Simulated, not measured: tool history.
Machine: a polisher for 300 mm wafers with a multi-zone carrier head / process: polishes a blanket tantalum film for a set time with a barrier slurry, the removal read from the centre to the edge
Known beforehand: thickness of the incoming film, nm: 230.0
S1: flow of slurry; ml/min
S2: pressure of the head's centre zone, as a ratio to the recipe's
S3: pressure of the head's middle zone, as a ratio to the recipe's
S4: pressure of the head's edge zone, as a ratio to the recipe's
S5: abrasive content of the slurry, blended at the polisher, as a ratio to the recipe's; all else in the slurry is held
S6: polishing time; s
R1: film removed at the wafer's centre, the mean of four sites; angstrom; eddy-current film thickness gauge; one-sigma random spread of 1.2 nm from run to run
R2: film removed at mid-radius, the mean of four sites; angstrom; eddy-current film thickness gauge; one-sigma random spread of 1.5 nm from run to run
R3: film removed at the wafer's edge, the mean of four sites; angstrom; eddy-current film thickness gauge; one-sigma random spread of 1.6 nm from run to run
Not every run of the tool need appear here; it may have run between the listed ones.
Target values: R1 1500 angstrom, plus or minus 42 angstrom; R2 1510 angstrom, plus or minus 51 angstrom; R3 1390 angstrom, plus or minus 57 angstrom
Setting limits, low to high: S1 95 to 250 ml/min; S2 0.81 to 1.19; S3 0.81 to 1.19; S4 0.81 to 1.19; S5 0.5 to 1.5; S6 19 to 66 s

run	hour	S1	S2	S3	S4	S5	S6	R1	R2	R3
1	0	160	1	1	1	1	42	954.25	980.16	928.65
2	6.4	170	1.03	1.03	1.04	1.15	44	1086.1	1104.3	1056.5
3	9.2	185	1.06	1.07	1.07	1.25	45	1200.6	1226.4	1129.9
4	10.7	190	1.07	1.08	1.09	1.3	46	1233.2	1279.6	1216.5
5	12.9	160	1.07	1.08	1.09	1.3	46	1197.2	1245.3	1176.3
6	21.5	200	1.07	1.08	1.09	1.3	46	1247.7	1274.2	1188.1
7	22.6	200	1.1	1.1	1.11	1.35	47	1312.3	1346.3	1223
8	23.1	205	1.11	1.1	1.12	1.4	48	1396.9	1397.9	1285.1
9	31	210	1.11	1.11	1.13	1.45	48	1366.6	1416.7	1299.8
10	37.3	210	1.12	1.11	1.14	1.45	49	1433	1426.4	1349.4
11	42	215	1.12	1.12	1.14	1.45	49	1446.5	1473.2	1344.4

4 candidate next runs follow, results not yet known. Just one meets every target within its allowed miss. Identify it.
A	46.7	200	1.07	1.12	1.14	1.5	50	?	?	?
B	46.7	225	1.15	1.05	1.16	1.5	50	?	?	?
C	46.7	240	1.12	1.11	1.1	1.3	52	?	?	?
D	46.7	215	1.19	1.13	1.07	1.4	49	?	?	?

move	R1	R2	R3
A	1422	1491.4	1366
B	1539.9	1430.7	1394
C	1522.9	1517.8	1368.5
D	1523	1461.1	1283.6
A: moves away from the targets compared with the last run
B: brings the last run's worst result on target, with another outside its allowed miss
C: hits every target within its allowed miss
D: brings the last run's worst result on target, with another outside its allowed miss
Answer: C

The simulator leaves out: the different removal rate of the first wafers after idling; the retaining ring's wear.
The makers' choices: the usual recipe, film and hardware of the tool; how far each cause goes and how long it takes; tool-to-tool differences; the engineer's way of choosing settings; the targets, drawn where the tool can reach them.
